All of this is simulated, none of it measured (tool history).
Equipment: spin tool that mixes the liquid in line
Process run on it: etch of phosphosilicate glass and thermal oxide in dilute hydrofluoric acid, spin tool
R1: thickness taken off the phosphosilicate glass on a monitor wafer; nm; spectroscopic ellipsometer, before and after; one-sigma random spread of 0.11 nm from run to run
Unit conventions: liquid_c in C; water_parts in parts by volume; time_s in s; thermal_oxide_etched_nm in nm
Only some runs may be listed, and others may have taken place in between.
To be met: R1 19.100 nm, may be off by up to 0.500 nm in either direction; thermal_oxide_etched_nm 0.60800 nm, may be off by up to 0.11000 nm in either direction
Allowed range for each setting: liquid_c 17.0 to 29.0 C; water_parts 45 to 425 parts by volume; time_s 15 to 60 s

Run 1, hour 0.0: liquid_c 21.0 C, water_parts 235 parts by volume, time_s 30 s. Result: R1 13.434 nm, thermal_oxide_etched_nm 0.43546 nm.
Run 2, hour 0.6: liquid_c 17.5 C, water_parts 235 parts by volume, time_s 30 s. Result: R1 11.627 nm, thermal_oxide_etched_nm 0.36561 nm.
Run 3, hour 9.1: liquid_c 21.0 C, water_parts 230 parts by volume, time_s 30 s. Result: R1 13.748 nm, thermal_oxide_etched_nm 0.42990 nm.
Run 4, hour 9.9: liquid_c 21.0 C, water_parts 170 parts by volume, time_s 30 s. Result: R1 19.690 nm, thermal_oxide_etched_nm 0.63120 nm.
Run 5, hour 14.0: liquid_c 21.0 C, water_parts 170 parts by volume, time_s 40 s. Result: R1 26.286 nm, thermal_oxide_etched_nm 0.84858 nm.
Run 6, hour 18.4: liquid_c 19.5 C, water_parts 180 parts by volume, time_s 40 s. Result: R1 23.131 nm, thermal_oxide_etched_nm 0.71479 nm.
Run 7, hour 22.2: liquid_c 19.0 C, water_parts 185 parts by volume, time_s 40 s. Result: R1 22.021 nm, thermal_oxide_etched_nm 0.72472 nm.
Run 8, hour 26.1: liquid_c 18.5 C, water_parts 190 parts by volume, time_s 40 s. Result: R1 21.142 nm, thermal_oxide_etched_nm 0.63697 nm.

Pick the move, out of 5, that brings all results within their allowed miss; only one does.
Run A, hour 30.0: liquid_c 17.0 C, water_parts 165 parts by volume, time_s 40 s. Result: R1 ?, thermal_oxide_etched_nm ?.
Run B, hour 30.0: liquid_c 17.5 C, water_parts 240 parts by volume, time_s 50 s. Result: R1 ?, thermal_oxide_etched_nm ?.
Run C, hour 30.0: liquid_c 17.0 C, water_parts 185 parts by volume, time_s 45 s. Result: R1 ?, thermal_oxide_etched_nm ?.
Run D, hour 30.0: liquid_c 17.0 C, water_parts 205 parts by volume, time_s 55 s. Result: R1 ?, thermal_oxide_etched_nm ?.
Run E, hour 30.0: liquid_c 28.0 C, water_parts 175 parts by volume, time_s 25 s. Result: R1 ?, thermal_oxide_etched_nm ?.

move      R1  thermal_oxide_etched_nm
   A  23.489                  0.68962
   B  19.219                  0.56425
   C  23.129                  0.67905
   D  25.046                  0.73531
   E  20.871                  0.61275
A: lands further from the targets than the last run did
B: each result inside its tolerance
C: lands further from the targets than the last run did
D: lands further from the targets than the last run did
E: an improvement on the last run, though not all results are within tolerance
So the answer is move B, the one that meets all the targets.
